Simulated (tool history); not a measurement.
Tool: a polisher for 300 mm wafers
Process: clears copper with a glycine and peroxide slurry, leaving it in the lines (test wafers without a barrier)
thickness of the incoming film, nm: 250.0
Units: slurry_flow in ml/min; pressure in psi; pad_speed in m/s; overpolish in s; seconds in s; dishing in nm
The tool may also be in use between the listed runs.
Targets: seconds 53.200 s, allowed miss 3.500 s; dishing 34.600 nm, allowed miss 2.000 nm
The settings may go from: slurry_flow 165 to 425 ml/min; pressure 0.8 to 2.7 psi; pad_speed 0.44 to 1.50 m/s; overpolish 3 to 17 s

{"run": 1, "hour": 0.0, "slurry_flow": 275, "pressure": 1.7, "pad_speed": 0.96, "overpolish": 9, "seconds": 91.802, "dishing": 21.753}
{"run": 2, "hour": 4.2, "slurry_flow": 275, "pressure": 1.7, "pad_speed": 0.96, "overpolish": 11, "seconds": 91.344, "dishing": 25.032}
{"run": 3, "hour": 7.9, "slurry_flow": 275, "pressure": 1.9, "pad_speed": 1.0, "overpolish": 10, "seconds": 81.89, "dishing": 25.289}
{"run": 4, "hour": 14.2, "slurry_flow": 275, "pressure": 2.2, "pad_speed": 1.0, "overpolish": 10, "seconds": 70.448, "dishing": 29.537}
{"run": 5, "hour": 20.5, "slurry_flow": 275, "pressure": 2.3, "pad_speed": 1.02, "overpolish": 10, "seconds": 69.391, "dishing": 30.117}
{"run": 6, "hour": 24.9, "slurry_flow": 210, "pressure": 2.3, "pad_speed": 1.02, "overpolish": 10, "seconds": 71.853, "dishing": 30.577}
{"run": 7, "hour": 29.1, "slurry_flow": 210, "pressure": 2.3, "pad_speed": 1.02, "overpolish": 10, "seconds": 70.128, "dishing": 29.419}
{"run": 8, "hour": 32.6, "slurry_flow": 210, "pressure": 2.4, "pad_speed": 1.06, "overpolish": 10, "seconds": 65.467, "dishing": 31.89}
{"run": 9, "hour": 38.9, "slurry_flow": 210, "pressure": 2.5, "pad_speed": 1.08, "overpolish": 10, "seconds": 64.138, "dishing": 32.422}
{"run": 10, "hour": 45.3, "slurry_flow": 215, "pressure": 2.5, "pad_speed": 1.12, "overpolish": 10, "seconds": 59.841, "dishing": 33.416}
{"run": 11, "hour": 53.9, "slurry_flow": 220, "pressure": 2.6, "pad_speed": 1.14, "overpolish": 10, "seconds": 57.441, "dishing": 34.667}

4 next moves are on the table. One of them brings every result within its allowed miss. Which?
{"run": "A", "hour": 62.5, "slurry_flow": 215, "pressure": 2.6, "pad_speed": 1.0, "overpolish": 11, "seconds": "?", "dishing": "?"}
{"run": "B", "hour": 62.5, "slurry_flow": 195, "pressure": 2.6, "pad_speed": 1.26, "overpolish": 8, "seconds": "?", "dishing": "?"}
{"run": "C", "hour": 62.5, "slurry_flow": 340, "pressure": 2.7, "pad_speed": 1.14, "overpolish": 9, "seconds": "?", "dishing": "?"}
{"run": "D", "hour": 62.5, "slurry_flow": 215, "pressure": 2.4, "pad_speed": 1.16, "overpolish": 10, "seconds": "?", "dishing": "?"}

move=A seconds=65.064 dishing=34.911
move=B seconds=54.627 dishing=30.507
move=C seconds=53.865 dishing=34.512
move=D seconds=61.613 dishing=33.493
A: further off than the last run
B: brings the result that was furthest off to its target, and leaves another outside
C: meets every target
D: further off than the last run
Move C is the one to make.
